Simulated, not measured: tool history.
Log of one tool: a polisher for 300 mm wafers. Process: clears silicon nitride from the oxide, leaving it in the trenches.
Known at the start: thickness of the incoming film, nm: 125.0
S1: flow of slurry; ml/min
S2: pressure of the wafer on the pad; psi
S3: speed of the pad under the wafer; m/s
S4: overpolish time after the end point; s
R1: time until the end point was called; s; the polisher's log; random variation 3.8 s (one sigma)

{"run": 1, "day": 0.0, "S1": 270, "S2": 2.5, "S3": 1.0, "S4": 13, "R1": 164.98}
{"run": 2, "day": 0.2, "S1": 270, "S2": 2.5, "S3": 1.0, "S4": 14, "R1": 165.04}
{"run": 3, "day": 0.392, "S1": 270, "S2": 2.5, "S3": 0.9, "S4": 14, "R1": 178.47}
{"run": 4, "day": 0.546, "S1": 270, "S2": 2.2, "S3": 0.9, "S4": 14, "R1": 200.0}
{"run": 5, "day": 0.854, "S1": 270, "S2": 1.9, "S3": 0.88, "S4": 14, "R1": 231.77}
{"run": 6, "day": 1.133, "S1": 270, "S2": 1.7, "S3": 0.88, "S4": 14, "R1": 261.27}
{"run": 7, "day": 1.25, "S1": 270, "S2": 1.6, "S3": 0.88, "S4": 14, "R1": 274.36}

Run 8 comes next. What will it give?
{"run": 8, "day": 1.396, "S1": 270, "S2": 1.5, "S3": 0.88, "S4": 14, "R1": "?"}

R1: 292.40 s
